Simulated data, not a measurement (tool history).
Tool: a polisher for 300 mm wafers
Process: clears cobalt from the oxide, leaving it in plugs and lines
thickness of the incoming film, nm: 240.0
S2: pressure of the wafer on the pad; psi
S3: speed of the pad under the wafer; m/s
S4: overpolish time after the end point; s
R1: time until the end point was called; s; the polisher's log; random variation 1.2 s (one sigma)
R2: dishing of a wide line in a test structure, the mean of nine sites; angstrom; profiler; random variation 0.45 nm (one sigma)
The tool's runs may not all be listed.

run 1 hour=0.0 | flow_of_slurry_(ml/min)=235 S2=1.7 S3=1.14 S4=24 | R1=55.345 R2=265.69
run 2 hour=7.6 | flow_of_slurry_(ml/min)=235 S2=1.7 S3=1.14 S4=30 | R1=53.997 R2=267.69
run 3 hour=16.1 | flow_of_slurry_(ml/min)=235 S2=1.7 S3=0.86 S4=30 | R1=67.778 R2=266.15
run 4 hour=18.5 | flow_of_slurry_(ml/min)=235 S2=1.7 S3=1.14 S4=30 | R1=54.770 R2=271.45
run 5 hour=26.3 | flow_of_slurry_(ml/min)=235 S2=1.7 S3=1.14 S4=39 | R1=54.503 R2=277.76
run 6 hour=30.7 | flow_of_slurry_(ml/min)=235 S2=1.6 S3=1.14 S4=34 | R1=55.856 R2=268.94
run 7 hour=33.3 | flow_of_slurry_(ml/min)=235 S2=1.5 S3=1.10 S4=32 | R1=60.635 R2=258.45
run 8 hour=39.3 | flow_of_slurry_(ml/min)=235 S2=1.4 S3=1.06 S4=33 | R1=65.049 R2=261.69
run 9 hour=47.7 | flow_of_slurry_(ml/min)=235 S2=1.3 S3=1.04 S4=31 | R1=66.476 R2=263.06
run 10 hour=54.1 | flow_of_slurry_(ml/min)=230 S2=1.2 S3=1.00 S4=27 | R1=75.358 R2=263.02
run 11 hour=58.4 | flow_of_slurry_(ml/min)=250 S2=1.1 S3=0.98 S4=24 | R1=78.241 R2=252.28
run 12 hour=66.0 | flow_of_slurry_(ml/min)=260 S2=1.1 S3=0.96 S4=23 | R1=79.488 R2=241.33
run 13 hour=69.8 | flow_of_slurry_(ml/min)=265 S2=1.1 S3=0.96 S4=23 | R1=77.143 R2=251.47
run 14 hour=71.2 | flow_of_slurry_(ml/min)=270 S2=1.1 S3=0.94 S4=20 | R1=80.432 R2=245.70

Run 15 comes next. What will it give?
run 15 hour=79.3 | flow_of_slurry_(ml/min)=275 S2=1.1 S3=0.94 S4=19 | R1=? R2=?

Run 15 gave R1 80.132 s, R2 240.63 angstrom.

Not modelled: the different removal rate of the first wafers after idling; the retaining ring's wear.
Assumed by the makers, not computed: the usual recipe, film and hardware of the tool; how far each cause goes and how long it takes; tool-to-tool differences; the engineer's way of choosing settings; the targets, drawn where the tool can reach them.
